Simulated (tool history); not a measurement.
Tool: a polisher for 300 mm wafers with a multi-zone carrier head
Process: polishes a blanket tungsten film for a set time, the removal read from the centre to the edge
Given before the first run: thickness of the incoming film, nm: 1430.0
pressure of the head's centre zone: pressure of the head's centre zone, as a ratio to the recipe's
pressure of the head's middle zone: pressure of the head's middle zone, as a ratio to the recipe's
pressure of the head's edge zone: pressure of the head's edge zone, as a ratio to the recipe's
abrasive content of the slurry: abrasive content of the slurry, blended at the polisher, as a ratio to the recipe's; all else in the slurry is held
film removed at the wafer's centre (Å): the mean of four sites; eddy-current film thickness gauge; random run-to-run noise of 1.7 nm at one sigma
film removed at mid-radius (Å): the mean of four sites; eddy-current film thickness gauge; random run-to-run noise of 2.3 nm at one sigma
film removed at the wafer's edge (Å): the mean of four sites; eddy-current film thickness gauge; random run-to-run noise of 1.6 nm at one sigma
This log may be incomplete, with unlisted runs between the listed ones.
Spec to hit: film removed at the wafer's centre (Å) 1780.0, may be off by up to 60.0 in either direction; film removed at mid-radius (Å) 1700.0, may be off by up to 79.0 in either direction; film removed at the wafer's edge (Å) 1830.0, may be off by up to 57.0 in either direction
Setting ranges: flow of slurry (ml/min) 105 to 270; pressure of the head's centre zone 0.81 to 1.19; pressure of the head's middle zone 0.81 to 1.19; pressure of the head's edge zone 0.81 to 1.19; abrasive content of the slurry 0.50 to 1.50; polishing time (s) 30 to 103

| run | hour | flow of slurry (ml/min) | pressure of the head's centre zone | pressure of the head's middle zone | pressure of the head's edge zone | abrasive content of the slurry | polishing time (s) | film removed at the wafer's centre (Å) | film removed at mid-radius (Å) | film removed at the wafer's edge (Å) |
|---|---|---|---|---|---|---|---|---|---|---|
| 1 | 0.0 | 175 | 1.00 | 1.00 | 1.00 | 1.00 | 66 | 2545.4 | 2553.3 | 2603.0 |
| 2 | 6.4 | 170 | 0.99 | 0.98 | 0.98 | 0.90 | 64 | 2341.7 | 2421.5 | 2381.4 |
| 3 | 7.0 | 165 | 0.99 | 0.96 | 0.99 | 0.85 | 62 | 2239.7 | 2167.6 | 2282.1 |
| 4 | 12.7 | 160 | 0.98 | 0.94 | 0.97 | 0.80 | 62 | 2174.5 | 2119.4 | 2274.1 |
| 5 | 17.4 | 160 | 0.98 | 0.94 | 0.96 | 0.75 | 61 | 2045.8 | 2091.0 | 2115.9 |
| 6 | 22.4 | 155 | 0.98 | 0.92 | 0.95 | 0.70 | 61 | 2054.2 | 1991.2 | 2140.0 |
| 7 | 23.6 | 155 | 0.98 | 0.91 | 0.94 | 0.65 | 60 | 1960.3 | 1884.7 | 2001.7 |
| 8 | 28.6 | 150 | 0.98 | 0.90 | 0.93 | 0.65 | 60 | 1975.6 | 1886.8 | 1996.9 |
| 9 | 37.4 | 145 | 0.97 | 0.89 | 0.92 | 0.65 | 60 | 1936.9 | 1812.3 | 1955.8 |
| 10 | 45.0 | 140 | 0.96 | 0.89 | 0.91 | 0.65 | 60 | 1883.3 | 1830.9 | 1957.4 |
| 11 | 50.1 | 135 | 0.96 | 0.88 | 0.90 | 0.65 | 60 | 1873.0 | 1756.7 | 1935.0 |
| 12 | 54.2 | 135 | 0.96 | 0.88 | 0.89 | 0.65 | 60 | 1872.0 | 1805.4 | 1934.2 |
| 13 | 58.7 | 120 | 0.95 | 0.84 | 0.85 | 0.55 | 60 | 1718.9 | 1608.9 | 1762.1 |

Pick the move, out of 4, that brings all results within their allowed miss; only one does.
| A | 63.2 | 120 | 0.97 | 0.81 | 0.91 | 0.55 | 66 | ? | ? | ? |
| B | 63.2 | 135 | 1.02 | 0.81 | 0.85 | 0.70 | 54 | ? | ? | ? |
| C | 63.2 | 115 | 0.91 | 0.82 | 0.87 | 0.60 | 64 | ? | ? | ? |
| D | 63.2 | 165 | 0.92 | 0.84 | 0.84 | 0.50 | 60 | ? | ? | ? |

| move | film removed at the wafer's centre (Å) | film removed at mid-radius (Å) | film removed at the wafer's edge (Å) |
|---|---|---|---|
| A | 1905.4 | 1677.9 | 1982.9 |
| B | 1789.6 | 1491.4 | 1693.7 |
| C | 1741.2 | 1655.1 | 1903.4 |
| D | 1749.4 | 1657.4 | 1794.0 |
A: moves the result that the last run missed by most past its target, out the other side
B: moves away from the targets compared with the last run
C: moves the result that the last run missed by most past its target, out the other side
D: hits every target within its allowed miss
Answer: D
